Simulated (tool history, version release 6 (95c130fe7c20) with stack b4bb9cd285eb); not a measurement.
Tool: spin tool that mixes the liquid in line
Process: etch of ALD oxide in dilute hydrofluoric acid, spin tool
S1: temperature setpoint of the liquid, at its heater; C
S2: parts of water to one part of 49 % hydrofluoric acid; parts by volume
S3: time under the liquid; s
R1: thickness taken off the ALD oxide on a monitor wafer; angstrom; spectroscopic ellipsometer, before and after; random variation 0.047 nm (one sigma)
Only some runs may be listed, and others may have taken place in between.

run    day    S1  S2  S3      R1
  1  0.000  23.0  75  20  47.131
  2  0.258  24.0  75  20  48.352
  3  0.525  25.0  75  20  51.229
  4  0.867  25.0  75  20  50.861
  5  1.004  25.5  75  20  51.708
     1.092  -- hydrofluoric acid flow meter replaced
  6  1.092  23.5  75  20  51.444

Run 7 is up next; what results do you expect?
  7  1.392  23.5  70  20   ?

Run 7 gave R1 56.060 angstrom.

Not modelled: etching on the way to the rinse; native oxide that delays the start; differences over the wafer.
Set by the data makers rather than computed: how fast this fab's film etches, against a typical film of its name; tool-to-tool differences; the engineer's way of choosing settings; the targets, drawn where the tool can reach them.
